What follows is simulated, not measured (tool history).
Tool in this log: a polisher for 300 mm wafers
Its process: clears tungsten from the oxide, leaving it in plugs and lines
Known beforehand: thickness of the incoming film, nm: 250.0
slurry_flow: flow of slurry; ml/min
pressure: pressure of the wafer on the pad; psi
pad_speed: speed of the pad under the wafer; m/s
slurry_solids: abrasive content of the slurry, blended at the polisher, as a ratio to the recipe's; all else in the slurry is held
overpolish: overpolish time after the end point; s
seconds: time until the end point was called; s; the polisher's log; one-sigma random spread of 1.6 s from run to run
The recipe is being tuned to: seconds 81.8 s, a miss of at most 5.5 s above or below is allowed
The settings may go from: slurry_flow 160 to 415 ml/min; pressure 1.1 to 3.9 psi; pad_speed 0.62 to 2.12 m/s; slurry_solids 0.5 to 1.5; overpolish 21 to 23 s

Run 1, hour 0: slurry_flow 265 ml/min, pressure 2.5 psi, pad_speed 1.36 m/s, slurry_solids 1, overpolish 21 s. Result: seconds 48.937 s.
Run 2, hour 6.1: slurry_flow 200 ml/min, pressure 2.5 psi, pad_speed 1.36 m/s, slurry_solids 1, overpolish 21 s. Result: seconds 49.843 s.
Run 3, hour 6.9: slurry_flow 200 ml/min, pressure 2.5 psi, pad_speed 1.36 m/s, slurry_solids 0.9, overpolish 21 s. Result: seconds 49.871 s.
Run 4, hour 13: slurry_flow 160 ml/min, pressure 2.5 psi, pad_speed 1.36 m/s, slurry_solids 0.9, overpolish 21 s. Result: seconds 51.964 s.
Run 5, hour 14.1: slurry_flow 160 ml/min, pressure 2.2 psi, pad_speed 1.34 m/s, slurry_solids 0.9, overpolish 21 s. Result: seconds 59.958 s.
Run 6, hour 16.2: slurry_flow 160 ml/min, pressure 2 psi, pad_speed 1.32 m/s, slurry_solids 0.9, overpolish 21 s. Result: seconds 67.162 s.
Run 7, hour 20.7: slurry_flow 160 ml/min, pressure 1.9 psi, pad_speed 1.32 m/s, slurry_solids 0.9, overpolish 21 s. Result: seconds 69.007 s.
Run 8, hour 29.6: slurry_flow 160 ml/min, pressure 1.8 psi, pad_speed 1.32 m/s, slurry_solids 0.9, overpolish 21 s. Result: seconds 75.901 s.

Which one of the following 4 next-run settings gets every result inside its allowed miss? There is exactly one.
Run A, hour 38.5: slurry_flow 210 ml/min, pressure 1.2 psi, pad_speed 1.5 m/s, slurry_solids 0.9, overpolish 23 s. Result: seconds ?.
Run B, hour 38.5: slurry_flow 170 ml/min, pressure 1.3 psi, pad_speed 1.36 m/s, slurry_solids 0.95, overpolish 23 s. Result: seconds ?.
Run C, hour 38.5: slurry_flow 160 ml/min, pressure 1.4 psi, pad_speed 1.48 m/s, slurry_solids 1.1, overpolish 21 s. Result: seconds ?.
Run D, hour 38.5: slurry_flow 235 ml/min, pressure 2 psi, pad_speed 1.22 m/s, slurry_solids 0.95, overpolish 23 s. Result: seconds ?.

move  seconds
   A   93.383
   B    96.75
   C   81.457
   D   68.626
A: takes the result that was furthest off past its target
B: takes the result that was furthest off past its target
C: each result inside its tolerance
D: moves away from the targets compared with the last run
So the answer is move C, the one that meets all the targets.
